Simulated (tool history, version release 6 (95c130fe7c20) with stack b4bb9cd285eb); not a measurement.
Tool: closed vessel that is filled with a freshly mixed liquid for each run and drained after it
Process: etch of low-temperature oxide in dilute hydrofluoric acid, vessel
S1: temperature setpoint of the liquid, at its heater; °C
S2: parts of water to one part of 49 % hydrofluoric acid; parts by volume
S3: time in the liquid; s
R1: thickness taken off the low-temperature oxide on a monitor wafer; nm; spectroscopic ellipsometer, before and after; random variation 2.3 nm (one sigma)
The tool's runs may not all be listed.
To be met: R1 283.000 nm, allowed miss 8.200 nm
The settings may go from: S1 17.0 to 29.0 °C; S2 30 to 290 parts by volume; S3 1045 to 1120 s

run  hour    S1   S2    S3       R1
  1   0.0  21.0  160  1045   70.978
  2   7.9  21.0  160  1120   76.218
  3  10.2  21.0  160  1120   76.281
  4  14.8  21.0  160  1045   69.851
  5  23.1  23.5  160  1045   78.208
  6  24.6  23.5  160  1045   76.915
  7  26.9  25.0  120  1070  115.660
  8  32.8  26.0   95  1085  160.820
  9  39.5  27.0   80  1085  202.410
 10  42.4  27.5   70  1085  242.550
 11  43.8  29.0   60  1085  298.660
 12  49.5  28.5   60  1085  296.820

Which of these 4 next moves meets every target?
  A  55.2  28.0  60  1065   ?
  B  55.2  28.0  65  1095   ?
  C  55.2  24.5  45  1070   ?
  D  55.2  28.0  65  1100   ?

move       R1
   A  286.230
   B  269.640
   C  340.820
   D  270.870
A: meets every target
B: takes the result that was furthest off past its target
C: further off than the last run
D: takes the result that was furthest off past its target
The right move is A.
